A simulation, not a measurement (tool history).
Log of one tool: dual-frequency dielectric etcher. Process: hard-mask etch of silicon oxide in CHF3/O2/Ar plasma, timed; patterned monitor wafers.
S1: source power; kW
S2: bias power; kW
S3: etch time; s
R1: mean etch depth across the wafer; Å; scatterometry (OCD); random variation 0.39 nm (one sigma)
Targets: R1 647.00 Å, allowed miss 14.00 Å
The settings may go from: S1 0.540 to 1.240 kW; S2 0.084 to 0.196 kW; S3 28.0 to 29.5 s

run,day,S1,S2,S3,R1
1,0.000,0.890,0.140,28.0,550.74
2,0.212,0.940,0.143,28.0,570.01
3,0.442,0.940,0.119,28.0,536.01
4,0.767,0.940,0.119,29.5,566.49
5,1.079,0.940,0.119,29.5,560.69
6,1.192,0.830,0.119,29.5,532.69
7,1.329,0.890,0.121,29.5,559.33
8,1.392,1.070,0.128,29.5,617.29
9,1.467,1.090,0.129,29.5,617.89
10,1.750,1.110,0.130,29.5,621.36

4 next moves are on the table. One of them brings every result within its allowed miss. Which?
A,2.033,1.100,0.144,29.5,?
B,2.033,1.040,0.134,29.5,?
C,2.033,1.120,0.116,29.5,?
D,2.033,1.230,0.113,28.5,?

move,R1
A,640.39
B,611.92
C,605.64
D,604.63
A: meets every target
B: further off than the last run
C: further off than the last run
D: further off than the last run
Move A is the one to make.
